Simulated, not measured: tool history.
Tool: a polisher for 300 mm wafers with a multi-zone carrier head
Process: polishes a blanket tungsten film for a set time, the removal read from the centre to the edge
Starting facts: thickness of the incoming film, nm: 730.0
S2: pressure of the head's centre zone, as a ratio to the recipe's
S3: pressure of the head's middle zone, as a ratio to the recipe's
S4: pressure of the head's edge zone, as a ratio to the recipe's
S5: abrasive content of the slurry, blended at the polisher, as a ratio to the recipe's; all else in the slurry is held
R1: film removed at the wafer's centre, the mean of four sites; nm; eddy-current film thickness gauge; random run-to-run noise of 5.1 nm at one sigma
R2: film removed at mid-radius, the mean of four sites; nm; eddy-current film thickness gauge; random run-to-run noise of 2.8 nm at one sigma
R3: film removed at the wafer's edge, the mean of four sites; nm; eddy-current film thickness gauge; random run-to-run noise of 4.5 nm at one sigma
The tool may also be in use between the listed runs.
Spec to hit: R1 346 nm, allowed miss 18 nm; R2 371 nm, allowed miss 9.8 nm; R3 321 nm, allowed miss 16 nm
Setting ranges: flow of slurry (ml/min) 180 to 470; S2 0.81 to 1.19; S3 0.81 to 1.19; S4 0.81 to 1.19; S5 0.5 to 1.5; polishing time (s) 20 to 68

{"run": 1, "day": 0.0, "flow of slurry (ml/min)": 300, "S2": 1, "S3": 1, "S4": 1, "S5": 1, "polishing time (s)": 44, "R1": 240.2, "R2": 245.74, "R3": 243.22}
{"run": 2, "day": 0.038, "flow of slurry (ml/min)": 305, "S2": 1.01, "S3": 1.02, "S4": 1.01, "S5": 1.05, "polishing time (s)": 45, "R1": 249.6, "R2": 262.55, "R3": 246.03}
{"run": 3, "day": 0.112, "flow of slurry (ml/min)": 305, "S2": 1.01, "S3": 1.02, "S4": 1.01, "S5": 1.1, "polishing time (s)": 46, "R1": 260.85, "R2": 269.13, "R3": 264.92}
{"run": 4, "day": 0.408, "flow of slurry (ml/min)": 305, "S2": 0.93, "S3": 1.02, "S4": 1.01, "S5": 1.1, "polishing time (s)": 46, "R1": 244.91, "R2": 269.24, "R3": 266.16}
{"run": 5, "day": 0.554, "flow of slurry (ml/min)": 355, "S2": 0.93, "S3": 1.02, "S4": 1.01, "S5": 1.1, "polishing time (s)": 46, "R1": 253.75, "R2": 274.27, "R3": 268.13}
{"run": 6, "day": 0.621, "flow of slurry (ml/min)": 360, "S2": 0.94, "S3": 1.03, "S4": 1.01, "S5": 1.15, "polishing time (s)": 46, "R1": 250.79, "R2": 281.27, "R3": 272.49}
{"run": 7, "day": 0.692, "flow of slurry (ml/min)": 360, "S2": 0.96, "S3": 1.04, "S4": 1, "S5": 1.2, "polishing time (s)": 47, "R1": 270.87, "R2": 295.46, "R3": 280.78}
{"run": 8, "day": 0.983, "flow of slurry (ml/min)": 360, "S2": 0.97, "S3": 1.05, "S4": 1, "S5": 1.25, "polishing time (s)": 47, "R1": 280.64, "R2": 301.9, "R3": 291.99}
{"run": 9, "day": 1.192, "flow of slurry (ml/min)": 365, "S2": 0.98, "S3": 1.07, "S4": 1, "S5": 1.25, "polishing time (s)": 47, "R1": 280.24, "R2": 301.96, "R3": 282.05}
{"run": 10, "day": 1.542, "flow of slurry (ml/min)": 370, "S2": 0.99, "S3": 1.08, "S4": 1, "S5": 1.3, "polishing time (s)": 47, "R1": 290.09, "R2": 316.89, "R3": 292.6}
{"run": 11, "day": 1.617, "flow of slurry (ml/min)": 370, "S2": 1, "S3": 1.09, "S4": 1, "S5": 1.3, "polishing time (s)": 47, "R1": 291.91, "R2": 318.12, "R3": 291.71}
{"run": 12, "day": 1.879, "flow of slurry (ml/min)": 370, "S2": 1.01, "S3": 1.1, "S4": 1, "S5": 1.3, "polishing time (s)": 47, "R1": 295.11, "R2": 320.98, "R3": 282.97}
{"run": 13, "day": 2.129, "flow of slurry (ml/min)": 375, "S2": 1.03, "S3": 1.12, "S4": 1.01, "S5": 1.4, "polishing time (s)": 48, "R1": 308.58, "R2": 338.1, "R3": 296.23}

Below are 4 possible settings for the next run. Only one of them brings all results inside the allowed miss of their targets. Which is it?
{"run": "A", "day": 2.379, "flow of slurry (ml/min)": 255, "S2": 0.95, "S3": 1.14, "S4": 0.98, "S5": 1.5, "polishing time (s)": 50, "R1": "?", "R2": "?", "R3": "?"}
{"run": "B", "day": 2.379, "flow of slurry (ml/min)": 380, "S2": 0.89, "S3": 1.02, "S4": 1.07, "S5": 1.2, "polishing time (s)": 49, "R1": "?", "R2": "?", "R3": "?"}
{"run": "C", "day": 2.379, "flow of slurry (ml/min)": 430, "S2": 1.07, "S3": 0.91, "S4": 1.01, "S5": 1.4, "polishing time (s)": 50, "R1": "?", "R2": "?", "R3": "?"}
{"run": "D", "day": 2.379, "flow of slurry (ml/min)": 380, "S2": 1.07, "S3": 1.14, "S4": 1.01, "S5": 1.3, "polishing time (s)": 53, "R1": "?", "R2": "?", "R3": "?"}

move=A R1=289.4 R2=348.09 R3=297.47
move=B R1=261.42 R2=301.48 R3=290.87
move=C R1=331.74 R2=296.08 R3=307.28
move=D R1=340.57 R2=367.57 R3=314.92
A: nearer than the last run, and not there yet
B: moves away from the targets compared with the last run
C: moves away from the targets compared with the last run
D: all results land within tolerance of their targets
D is the move that brings every result within its allowed miss.
